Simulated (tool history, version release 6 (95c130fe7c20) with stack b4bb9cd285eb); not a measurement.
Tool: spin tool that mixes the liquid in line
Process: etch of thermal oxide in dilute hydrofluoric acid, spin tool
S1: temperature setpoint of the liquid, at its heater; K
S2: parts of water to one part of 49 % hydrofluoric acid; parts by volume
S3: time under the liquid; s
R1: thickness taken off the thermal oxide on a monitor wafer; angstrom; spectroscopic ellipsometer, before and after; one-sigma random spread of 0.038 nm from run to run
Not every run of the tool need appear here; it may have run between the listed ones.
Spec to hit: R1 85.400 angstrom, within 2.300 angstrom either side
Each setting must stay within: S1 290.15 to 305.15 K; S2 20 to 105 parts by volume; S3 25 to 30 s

| run | hour | S1 | S2 | S3 | R1 |
|---|---|---|---|---|---|
| 1 | 0.0 | 297.15 | 55 | 30 | 28.299 |
| 2 | 8.8 | 298.65 | 50 | 30 | 33.210 |
| 3 | 13.6 | 298.65 | 50 | 25 | 27.900 |
| 4 | 14.2 | 295.65 | 50 | 25 | 24.602 |
| 5 | 20.0 | 297.65 | 45 | 25 | 30.196 |
| 6 | 24.7 | 299.15 | 40 | 25 | 35.953 |
| 7 | 27.0 | 303.15 | 20 | 30 | 104.970 |
| 8 | 32.8 | 302.65 | 20 | 30 | 103.860 |
| 9 | 40.7 | 302.15 | 20 | 30 | 100.620 |
| 10 | 42.8 | 301.65 | 20 | 30 | 98.430 |
| 11 | 49.4 | 301.65 | 20 | 30 | 99.167 |

Below are 4 possible settings for the next run. Only one of them brings all results inside the allowed miss of their targets. Which is it?
| A | 56.0 | 298.15 | 20 | 30 | ? |
| B | 56.0 | 300.65 | 20 | 30 | ? |
| C | 56.0 | 304.65 | 20 | 30 | ? |
| D | 56.0 | 305.15 | 20 | 30 | ? |

| move | R1 |
|---|---|
| A | 85.278 |
| B | 94.616 |
| C | 111.310 |
| D | 113.550 |
A: hits every target within its allowed miss
B: moves toward the targets from the last run without getting all of them in spec
C: further off than the last run
D: further off than the last run
The move that meets every target is A.

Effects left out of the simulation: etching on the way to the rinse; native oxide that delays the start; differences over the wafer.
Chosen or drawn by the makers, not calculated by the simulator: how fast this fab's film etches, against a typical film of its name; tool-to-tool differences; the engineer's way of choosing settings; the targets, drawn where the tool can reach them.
